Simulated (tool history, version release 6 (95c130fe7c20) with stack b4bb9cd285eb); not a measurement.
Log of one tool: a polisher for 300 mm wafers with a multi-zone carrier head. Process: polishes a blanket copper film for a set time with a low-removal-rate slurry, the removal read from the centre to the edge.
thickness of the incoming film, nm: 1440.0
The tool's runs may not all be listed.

| run | hour | flow of slurry (ml/min) | pressure of the head's centre zone | pressure of the head's middle zone | pressure of the head's edge zone | abrasive content of the slurry | polishing time (s) | film removed at the wafer's centre (Å) | film removed at mid-radius (Å) | film removed at the wafer's edge (Å) |
|---|---|---|---|---|---|---|---|---|---|---|
| 1 | 0.0 | 220 | 1.00 | 1.00 | 1.00 | 1.00 | 56 | 1230.40 | 1264.50 | 1247.10 |
| 2 | 8.1 | 215 | 0.99 | 0.98 | 0.99 | 0.95 | 54 | 1174.70 | 1175.70 | 1183.60 |
| 3 | 10.0 | 215 | 0.99 | 0.98 | 0.99 | 1.10 | 54 | 1197.20 | 1221.60 | 1229.90 |
| 4 | 18.7 | 215 | 0.99 | 0.98 | 0.99 | 1.10 | 43 | 948.44 | 970.45 | 952.11 |
| 5 | 26.5 | 215 | 0.99 | 0.98 | 0.99 | 1.20 | 43 | 963.36 | 983.36 | 965.46 |
| 6 | 32.9 | 215 | 0.98 | 0.97 | 0.98 | 1.15 | 42 | 936.77 | 949.96 | 944.94 |
| 7 | 33.5 | 215 | 0.97 | 0.96 | 0.98 | 1.10 | 41 | 912.14 | 911.50 | 911.39 |
| 8 | 40.6 | 210 | 0.96 | 0.95 | 0.98 | 1.05 | 40 | 858.09 | 861.99 | 887.88 |
| 9 | 45.9 | 210 | 0.95 | 0.95 | 0.97 | 1.00 | 40 | 833.98 | 867.67 | 873.32 |
| 10 | 54.8 | 210 | 0.95 | 0.94 | 0.96 | 0.95 | 40 | 831.71 | 855.25 | 850.42 |

Run 11 comes next. What will it give?
| 11 | 63.3 | 205 | 0.94 | 0.93 | 0.96 | 0.90 | 40 | ? | ? | ? |

{"run 11": {"film removed at the wafer's centre (Å)": 811.68, "film removed at mid-radius (Å)": 824.67, "film removed at the wafer's edge (Å)": 854.89}}

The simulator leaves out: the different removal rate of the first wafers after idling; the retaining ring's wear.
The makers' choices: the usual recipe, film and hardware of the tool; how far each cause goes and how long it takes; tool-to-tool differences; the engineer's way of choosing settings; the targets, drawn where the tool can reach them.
